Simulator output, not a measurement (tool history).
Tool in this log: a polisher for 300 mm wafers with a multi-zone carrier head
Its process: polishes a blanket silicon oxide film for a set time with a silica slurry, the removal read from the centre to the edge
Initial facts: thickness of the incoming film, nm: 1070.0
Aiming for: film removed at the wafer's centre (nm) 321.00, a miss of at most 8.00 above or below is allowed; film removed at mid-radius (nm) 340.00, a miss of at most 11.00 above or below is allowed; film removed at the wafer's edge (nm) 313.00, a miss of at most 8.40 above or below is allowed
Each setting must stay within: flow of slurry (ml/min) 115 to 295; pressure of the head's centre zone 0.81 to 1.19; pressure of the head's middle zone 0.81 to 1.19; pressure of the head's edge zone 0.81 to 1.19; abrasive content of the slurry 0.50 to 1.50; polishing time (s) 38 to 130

run  hour  flow of slurry (ml/min)  pressure of the head's centre zone  pressure of the head's middle zone  pressure of the head's edge zone  abrasive content of the slurry  polishing time (s)  film removed at the wafer's centre (nm)  film removed at mid-radius (nm)  film removed at the wafer's edge (nm)
  1   0.0                      190                                1.00                                1.00                              1.00                            1.00                  84                                   251.50                           255.42                                 253.42
  2   2.0                      205                                1.02                                1.04                              1.04                            1.05                  84                                   268.85                           264.41                                 265.51
  3   9.8                      205                                1.02                                1.04                              1.07                            1.05                  84                                   267.73                           273.05                                 272.25
  4  15.0                      205                                1.02                                1.04                              1.07                            1.05                  66                                   209.36                           209.98                                 212.63
  5  19.3                      210                                1.02                                1.08                              1.07                            1.15                  69                                   229.82                           237.03                                 230.94
  6  25.8                      215                                1.03                                1.10                              1.09                            1.25                  71                                   246.99                           255.85                                 245.41
  7  31.0                      220                                1.04                                1.12                              1.11                            1.30                  73                                   259.81                           271.63                                 263.18
  8  32.2                      230                                1.05                                1.14                              1.11                            1.35                  75                                   277.03                           293.99                                 275.75
  9  39.1                      230                                1.05                                1.14                              1.11                            1.35                  75                                   278.96                           290.84                                 278.33
 10  42.9                      280                                1.08                                1.19                              1.15                            1.50                  76                                   308.08                           326.14                                 301.38

Next run, 5 choices. One meets every target within its allowed miss, the rest don't. Which?
  A  46.7                      280                                1.11                                1.14                              1.08                            1.50                  77                                        ?                                ?                                      ?
  B  46.7                      230                                1.06                                1.19                              1.13                            1.50                  82                                        ?                                ?                                      ?
  C  46.7                      270                                1.11                                1.15                              1.19                            1.50                  78                                        ?                                ?                                      ?
  D  46.7                      290                                0.97                                1.17                              1.19                            1.50                  80                                        ?                                ?                                      ?
  E  46.7                      280                                1.17                                1.19                              1.01                            1.50                  79                                        ?                                ?                                      ?

move  film removed at the wafer's centre (nm)  film removed at mid-radius (nm)  film removed at the wafer's edge (nm)
   A                                   321.31                           315.58                                 298.48
   B                                   319.69                           339.16                                 317.50
   C                                   324.07                           320.48                                 313.08
   D                                   296.72                           335.84                                 322.94
   E                                   346.01                           334.46                                 298.50
A: meets the target for the result that was furthest off, but another lies outside its allowed miss
B: all results land within tolerance of their targets
C: meets the target for the result that was furthest off, but another lies outside its allowed miss
D: its largest miss is bigger than the last run's
E: takes the biggest miss from the last run beyond its target
B is the move that brings every result within its allowed miss.
